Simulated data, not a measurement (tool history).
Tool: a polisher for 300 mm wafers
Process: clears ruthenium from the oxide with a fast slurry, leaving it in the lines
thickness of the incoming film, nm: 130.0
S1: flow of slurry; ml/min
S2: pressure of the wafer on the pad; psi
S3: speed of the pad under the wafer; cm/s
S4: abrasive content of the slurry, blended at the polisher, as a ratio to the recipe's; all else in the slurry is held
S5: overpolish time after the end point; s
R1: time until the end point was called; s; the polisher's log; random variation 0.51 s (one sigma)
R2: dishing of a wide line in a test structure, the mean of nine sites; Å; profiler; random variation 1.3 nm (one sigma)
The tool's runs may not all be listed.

run,hour,S1,S2,S3,S4,S5,R1,R2
1,0,180,2.8,128,1,24,25.555,967.28
2,2.6,180,2.7,128,1,26,26.195,1003.8
3,4.1,180,2.7,128,0.85,26,27.615,939.98
4,8.2,180,2.6,128,0.9,28,28.631,998.54
5,13.6,180,2.6,128,1,28,27.203,1010.7
6,20.9,220,2.6,128,1,28,25.618,1046.6

Forecast run 7:
7,28.1,210,2.5,128,1,29,?,?

Run 7 gave R1 27.297 s, R2 1061.8 Å.
